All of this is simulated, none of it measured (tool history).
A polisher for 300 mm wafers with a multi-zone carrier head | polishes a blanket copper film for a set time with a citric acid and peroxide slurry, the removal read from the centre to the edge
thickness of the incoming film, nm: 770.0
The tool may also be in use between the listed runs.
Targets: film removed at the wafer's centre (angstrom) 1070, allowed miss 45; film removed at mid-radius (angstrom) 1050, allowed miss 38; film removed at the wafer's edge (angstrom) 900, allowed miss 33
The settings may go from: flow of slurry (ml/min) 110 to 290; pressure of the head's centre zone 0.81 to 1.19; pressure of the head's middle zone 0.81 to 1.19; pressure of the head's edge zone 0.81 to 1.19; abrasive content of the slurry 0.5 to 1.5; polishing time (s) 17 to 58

| run | day | flow of slurry (ml/min) | pressure of the head's centre zone | pressure of the head's middle zone | pressure of the head's edge zone | abrasive content of the slurry | polishing time (s) | film removed at the wafer's centre (angstrom) | film removed at mid-radius (angstrom) | film removed at the wafer's edge (angstrom) |
|---|---|---|---|---|---|---|---|---|---|---|
| 1 | 0 | 185 | 1 | 1 | 1 | 1 | 37 | 833.58 | 880.47 | 843.33 |
| 2 | 0.208 | 185 | 1 | 1 | 1.08 | 1 | 37 | 831.17 | 868.44 | 876.42 |
| 3 | 0.546 | 185 | 1 | 1 | 1.04 | 1 | 37 | 823.4 | 864.51 | 862.14 |
| 4 | 0.833 | 200 | 1.05 | 1.04 | 1.03 | 1.05 | 37 | 898.14 | 915.39 | 875.24 |
| 5 | 1.171 | 200 | 1.05 | 1.04 | 1.07 | 1.05 | 37 | 899.47 | 922.21 | 876.17 |
| 6 | 1.504 | 215 | 1.08 | 1.06 | 1.07 | 1.1 | 37 | 917.19 | 949.69 | 889.54 |
| 7 | 1.829 | 215 | 1.11 | 1.08 | 1.05 | 1.1 | 37 | 968.48 | 963.62 | 913.82 |
| 8 | 2.129 | 235 | 1.13 | 1.11 | 1.01 | 1.05 | 37 | 978.28 | 972.55 | 882.15 |

Which of these 4 next moves meets every target?
| A | 2.429 | 240 | 1.17 | 1.15 | 0.98 | 0.95 | 39 | ? | ? | ? |
| B | 2.429 | 185 | 1.06 | 1.1 | 1.07 | 1 | 37 | ? | ? | ? |
| C | 2.429 | 225 | 1.06 | 1.1 | 0.99 | 1.3 | 35 | ? | ? | ? |
| D | 2.429 | 220 | 1.17 | 0.91 | 1.06 | 1.2 | 37 | ? | ? | ? |

| move | film removed at the wafer's centre (angstrom) | film removed at mid-radius (angstrom) | film removed at the wafer's edge (angstrom) |
|---|---|---|---|
| A | 1057.2 | 1027.4 | 882.38 |
| B | 885.78 | 926.47 | 863.44 |
| C | 913.79 | 953.16 | 849.51 |
| D | 1043.6 | 870.67 | 911.83 |
A: meets every target
B: further off than the last run
C: further off than the last run
D: brings the result that was furthest off to its target, and leaves another outside
The right move is A.
